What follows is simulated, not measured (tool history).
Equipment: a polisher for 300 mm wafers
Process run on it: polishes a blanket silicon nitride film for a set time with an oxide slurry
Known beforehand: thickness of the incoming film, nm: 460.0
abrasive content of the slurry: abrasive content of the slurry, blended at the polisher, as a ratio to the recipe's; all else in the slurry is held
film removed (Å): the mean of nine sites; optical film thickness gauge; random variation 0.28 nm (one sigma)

run,hour,flow of slurry (ml/min),pressure of the wafer on the pad (kPa),speed of the pad under the wafer (cm/s),abrasive content of the slurry,polishing time (s),film removed (Å)
1,0.0,290,31.0,132,1.0,28,337.12
2,2.8,290,35.9,132,1.0,28,395.33
3,7.6,290,42.7,132,1.0,28,461.79
4,15.4,290,47.6,132,1.0,28,505.60
5,21.5,290,39.3,128,1.0,28,404.94
6,28.0,290,33.8,126,1.0,28,348.47

Estimate the outcome of run 7 from the log above:
7,30.5,290,29.6,124,1.0,28,?

Run 7 came out at film removed (Å) 300.09.
